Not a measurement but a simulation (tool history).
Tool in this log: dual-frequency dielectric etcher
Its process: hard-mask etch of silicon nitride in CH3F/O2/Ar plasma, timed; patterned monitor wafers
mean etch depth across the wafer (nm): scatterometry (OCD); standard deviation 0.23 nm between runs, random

| run | day | source power (kW) | bias power (kW) | etch time (s) | mean etch depth across the wafer (nm) |
|---|---|---|---|---|---|
| 1 | 0 | 0.47 | 0.071 | 90 | 66.392 |
| 2 | 0.179 | 0.47 | 0.071 | 82.5 | 61.156 |
| 3 | 0.479 | 0.47 | 0.071 | 90 | 66.017 |
| 4 | 0.633 | 0.47 | 0.081 | 90 | 70.586 |
| 5 | 0.854 | 0.52 | 0.081 | 90 | 73.445 |
| 6 | 0.988 | 0.52 | 0.081 | 82.5 | 67.585 |
| 7 | 1.096 | 0.46 | 0.078 | 82.5 | 62.778 |

Run 8, settings as shown, results not yet in. Your forecast:
| 8 | 1.425 | 0.42 | 0.077 | 82.5 | ? |

Run 8 gave mean etch depth across the wafer (nm) 60.064.
